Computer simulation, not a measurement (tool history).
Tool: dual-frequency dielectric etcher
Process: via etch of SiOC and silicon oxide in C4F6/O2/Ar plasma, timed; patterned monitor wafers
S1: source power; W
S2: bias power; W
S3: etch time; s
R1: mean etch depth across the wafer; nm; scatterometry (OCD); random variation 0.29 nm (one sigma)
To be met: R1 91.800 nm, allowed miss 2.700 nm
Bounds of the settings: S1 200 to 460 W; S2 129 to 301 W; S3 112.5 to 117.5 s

run,hour,S1,S2,S3,R1
1,0.0,330,215,112.5,122.780
2,7.3,290,188,112.5,110.850
3,12.7,330,188,112.5,116.060
4,18.6,330,220,112.5,123.420
5,24.1,290,195,112.5,113.190
6,25.0,260,175,112.5,104.540
7,29.2,240,164,112.5,98.782
8,37.4,230,159,112.5,95.935
9,39.3,220,157,112.5,94.776

5 next moves are on the table. One of them brings every result within its allowed miss. Which?
A,41.2,250,138,112.5,?
B,41.2,230,148,117.0,?
C,41.2,210,162,117.5,?
D,41.2,210,154,117.5,?
E,41.2,250,139,117.0,?

move,R1
A,93.146
B,97.471
C,99.234
D,97.016
E,97.186
A: meets every target
B: further off than the last run
C: further off than the last run
D: further off than the last run
E: further off than the last run
Answer: A
